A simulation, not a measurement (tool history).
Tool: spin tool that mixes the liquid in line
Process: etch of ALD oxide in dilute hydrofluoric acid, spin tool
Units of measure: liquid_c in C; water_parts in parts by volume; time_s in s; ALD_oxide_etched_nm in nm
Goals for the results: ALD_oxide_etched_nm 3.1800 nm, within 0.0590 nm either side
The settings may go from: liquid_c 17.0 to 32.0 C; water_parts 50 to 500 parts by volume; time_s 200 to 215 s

run  hour  liquid_c  water_parts  time_s  ALD_oxide_etched_nm
  1   0.0      24.0          275     200               6.8456
  2   2.0      24.0          230     200               8.5967
  3   2.8      22.0          280     200               6.2370
  4   3.9      20.5          315     200               5.1112
  5   6.8      22.5          315     200               5.4466
  6  15.5      20.0          315     200               5.0017
  7  22.4      19.0          340     200               4.3760
  8  28.2      18.5          360     200               4.0003
  9  29.2      18.0          375     200               3.7303
 10  33.7      17.5          385     200               3.5508

Which of these 5 next moves meets every target?
  A  38.2      17.0          395     200                    ?
  B  38.2      17.5          425     205                    ?
  C  38.2      17.0          350     215                    ?
  D  38.2      18.0          385     215                    ?
  E  38.2      17.5          360     215                    ?

move  ALD_oxide_etched_nm
   A               3.3723
   B               3.1955
   C               4.2395
   D               3.8864
   E               4.1645
A: an improvement on the last run, though not all results are within tolerance
B: meets every target
C: the biggest miss grows against the last run
D: the biggest miss grows against the last run
E: the biggest miss grows against the last run
B meets every target.

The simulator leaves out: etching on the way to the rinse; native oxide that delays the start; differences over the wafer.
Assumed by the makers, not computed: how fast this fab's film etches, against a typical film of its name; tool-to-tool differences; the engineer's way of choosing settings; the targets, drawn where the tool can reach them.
